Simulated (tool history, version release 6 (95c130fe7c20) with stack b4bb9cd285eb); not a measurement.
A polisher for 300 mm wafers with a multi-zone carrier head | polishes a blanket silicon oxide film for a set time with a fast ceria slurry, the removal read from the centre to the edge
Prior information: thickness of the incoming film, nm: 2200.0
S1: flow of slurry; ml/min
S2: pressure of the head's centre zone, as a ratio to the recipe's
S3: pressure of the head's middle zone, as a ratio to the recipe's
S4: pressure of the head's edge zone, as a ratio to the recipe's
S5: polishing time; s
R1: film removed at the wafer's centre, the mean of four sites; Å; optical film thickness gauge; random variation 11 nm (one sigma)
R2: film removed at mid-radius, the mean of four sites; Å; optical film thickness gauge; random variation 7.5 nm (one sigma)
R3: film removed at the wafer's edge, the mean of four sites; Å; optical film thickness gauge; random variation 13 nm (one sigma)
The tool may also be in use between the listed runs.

run,day,S1,S2,S3,S4,S5,R1,R2,R3
1,0.000,305,1.00,1.00,1.00,54,8150.6,7388.4,7853.6
2,0.125,315,1.04,1.05,1.03,56,8850.1,8132.1,7856.3
3,0.412,260,1.04,1.05,1.03,56,8644.0,7915.7,7851.3
4,0.733,265,1.05,1.05,1.04,59,9323.9,8349.9,8348.2
5,1.075,265,1.05,0.97,1.04,59,9130.0,7798.0,8405.5
6,1.104,265,1.05,0.97,1.04,47,7283.1,6278.3,6758.2

Run 7 has not been measured yet. What should we expect?
7,1.267,275,1.06,1.00,1.05,53,?,?,?

{"run 7": {"R1": 8378.3, "R2": 7296.0, "R3": 7555.7}}

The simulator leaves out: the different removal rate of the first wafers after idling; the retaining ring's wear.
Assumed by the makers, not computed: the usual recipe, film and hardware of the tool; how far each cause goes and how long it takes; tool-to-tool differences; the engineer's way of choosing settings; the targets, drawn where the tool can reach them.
